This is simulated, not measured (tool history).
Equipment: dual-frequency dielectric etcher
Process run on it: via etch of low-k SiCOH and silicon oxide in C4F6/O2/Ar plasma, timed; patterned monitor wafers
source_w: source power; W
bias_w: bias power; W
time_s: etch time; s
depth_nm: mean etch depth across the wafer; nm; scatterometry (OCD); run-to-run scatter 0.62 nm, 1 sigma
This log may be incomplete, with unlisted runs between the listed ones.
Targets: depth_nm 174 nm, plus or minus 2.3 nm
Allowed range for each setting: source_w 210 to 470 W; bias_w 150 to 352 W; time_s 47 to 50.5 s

run 1 day=0 | source_w=340 bias_w=251 time_s=50.5 | depth_nm=150.02
run 2 day=0.271 | source_w=370 bias_w=251 time_s=50.5 | depth_nm=155.4
run 3 day=0.338 | source_w=370 bias_w=251 time_s=50.5 | depth_nm=154.29
run 4 day=0.529 | source_w=370 bias_w=220 time_s=50.5 | depth_nm=146.39
run 5 day=0.858 | source_w=390 bias_w=229 time_s=50.5 | depth_nm=152.57
run 6 day=1.075 | source_w=390 bias_w=229 time_s=47 | depth_nm=141.73
run 7 day=1.125 | source_w=410 bias_w=247 time_s=47 | depth_nm=148.6
run 8 day=1.312 | source_w=420 bias_w=264 time_s=47 | depth_nm=152.47
run 9 day=1.646 | source_w=430 bias_w=280 time_s=47 | depth_nm=157.45

Of the 4 settings listed for the next run, only one would bring every result within its allowed miss of target. Which one?
run A day=1.979 | source_w=410 bias_w=296 time_s=50 | depth_nm=?
run B day=1.979 | source_w=420 bias_w=285 time_s=49.5 | depth_nm=?
run C day=1.979 | source_w=450 bias_w=307 time_s=49 | depth_nm=?
run D day=1.979 | source_w=470 bias_w=260 time_s=49.5 | depth_nm=?

move=A depth_nm=169.81
move=B depth_nm=167.1
move=C depth_nm=174.38
move=D depth_nm=167.95
A: nearer the targets than the last run, but a result is still out of spec
B: nearer the targets than the last run, but a result is still out of spec
C: all results in spec
D: nearer the targets than the last run, but a result is still out of spec
So the answer is move C, the one that meets all the targets.
